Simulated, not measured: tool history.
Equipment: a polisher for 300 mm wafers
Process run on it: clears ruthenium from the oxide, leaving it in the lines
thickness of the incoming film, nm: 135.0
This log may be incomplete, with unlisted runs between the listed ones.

run	day	flow of slurry (ml/min)	pressure of the wafer on the pad (psi)	speed of the pad under the wafer (cm/s)	overpolish time after the end point (s)	time until the end point was called (s)
1	0.000	245	2.6	100	16	96.673
2	0.092	245	2.3	100	16	103.880
3	0.400	245	2.0	100	16	111.330
4	0.458	225	2.0	100	16	111.440
5	0.742	225	2.0	112	16	102.570
6	1.012	225	2.2	112	16	97.451

Predict the results of run 7:
7	1.333	225	1.9	106	16	?

time until the end point was called (s): 111.180

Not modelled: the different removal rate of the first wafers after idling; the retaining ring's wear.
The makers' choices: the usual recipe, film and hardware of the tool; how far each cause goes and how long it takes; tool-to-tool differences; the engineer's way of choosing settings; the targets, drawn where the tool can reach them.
